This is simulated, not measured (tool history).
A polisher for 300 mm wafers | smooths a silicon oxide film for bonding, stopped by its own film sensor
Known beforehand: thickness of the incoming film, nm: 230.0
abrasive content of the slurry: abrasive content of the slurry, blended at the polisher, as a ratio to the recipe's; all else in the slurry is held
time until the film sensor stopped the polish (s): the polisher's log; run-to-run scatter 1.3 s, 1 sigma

run  hour  flow of slurry (ml/min)  pressure of the wafer on the pad (kPa)  speed of the pad under the wafer (cm/s)  abrasive content of the slurry  target thickness at which the film sensor stops the polish (angstrom)  time until the film sensor stopped the polish (s)
  1   0.0                      190                                    15.9                                       74                             1.0                                                                   1610                                             99.400
  2   8.9                      190                                    17.2                                       74                             1.0                                                                   1610                                             91.706
  3  12.4                      185                                    15.2                                       74                             1.0                                                                   1610                                            101.840
  4  20.6                      185                                    15.2                                       86                             1.0                                                                   1610                                             89.204
  5  24.1                      185                                    13.1                                       86                             1.0                                                                   1610                                            102.230
  6  25.1                      185                                    13.1                                      100                             1.0                                                                   1610                                             92.150
  7  28.5                      185                                    11.7                                       98                             1.0                                                                   1610                                            101.240
  8  35.8                      185                                    10.3                                       96                             1.0                                                                   1610                                            112.480
  9  39.9                      185                                     9.7                                       96                             1.0                                                                   1610                                            121.700

Expected results for the next run?
 10  42.6                      185                                     9.0                                       96                             1.0                                                                   1610                                                  ?

Run 10 came out at time until the film sensor stopped the polish (s) 126.430.
